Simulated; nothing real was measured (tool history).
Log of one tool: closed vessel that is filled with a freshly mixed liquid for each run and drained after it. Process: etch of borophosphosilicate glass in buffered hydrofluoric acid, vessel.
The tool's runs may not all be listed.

run,day,temperature setpoint of the liquid (C),parts of 40 % ammonium fluoride to one part of 49 % hydrofluoric acid (parts by volume),time in the liquid (s),thickness taken off the borophosphosilicate glass on a monitor wafer (angstrom)
1,0,22,9,90,1565.6
2,0.304,22,9,100,1766.8
3,0.567,24,9,100,1921.5
4,0.729,25.5,8.5,100,2210.7
5,1.054,25.5,8.5,100,2182.9
6,1.312,26.5,8,100,2412.5

The next listed run, before its measurement:
7,1.688,27.5,8,100,?

Run 7 gave thickness taken off the borophosphosilicate glass on a monitor wafer (angstrom) 2571.1.

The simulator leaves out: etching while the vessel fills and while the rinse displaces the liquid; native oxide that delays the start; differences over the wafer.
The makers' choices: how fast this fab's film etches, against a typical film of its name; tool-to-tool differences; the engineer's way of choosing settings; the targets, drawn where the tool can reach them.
